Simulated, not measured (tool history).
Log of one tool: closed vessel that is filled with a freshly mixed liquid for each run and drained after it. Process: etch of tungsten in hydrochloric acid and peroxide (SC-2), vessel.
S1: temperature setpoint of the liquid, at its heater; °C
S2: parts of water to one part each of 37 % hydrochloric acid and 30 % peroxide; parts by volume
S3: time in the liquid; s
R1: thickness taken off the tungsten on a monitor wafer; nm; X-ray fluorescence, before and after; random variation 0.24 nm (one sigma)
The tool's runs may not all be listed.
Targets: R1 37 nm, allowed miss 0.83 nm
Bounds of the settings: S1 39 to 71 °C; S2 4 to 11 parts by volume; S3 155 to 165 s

run,hour,S1,S2,S3,R1
1,0,55,6,155,56.214
2,3.1,53.5,6,155,51.737
3,11.9,52.5,6,155,47.889
4,15.8,51.5,6,155,45.361
5,16.9,51.5,6,155,44.59
6,22.4,51,6,155,43.577
7,25.7,48,6,155,35.464
8,28.5,48,6,155,35.267
9,34.9,48,6,155,35.66

5 next moves are on the table. One of them brings every result within its allowed miss. Which?
A,41.3,47.5,6,165,?
B,41.3,47,5.5,155,?
C,41.3,47,6,160,?
D,41.3,46,5.5,155,?
E,41.3,48.5,6.5,155,?

move,R1
A,36.464
B,35.32
C,34.18
D,32.993
E,34.491
A: meets every target
B: further off than the last run
C: further off than the last run
D: further off than the last run
E: further off than the last run
Answer: A
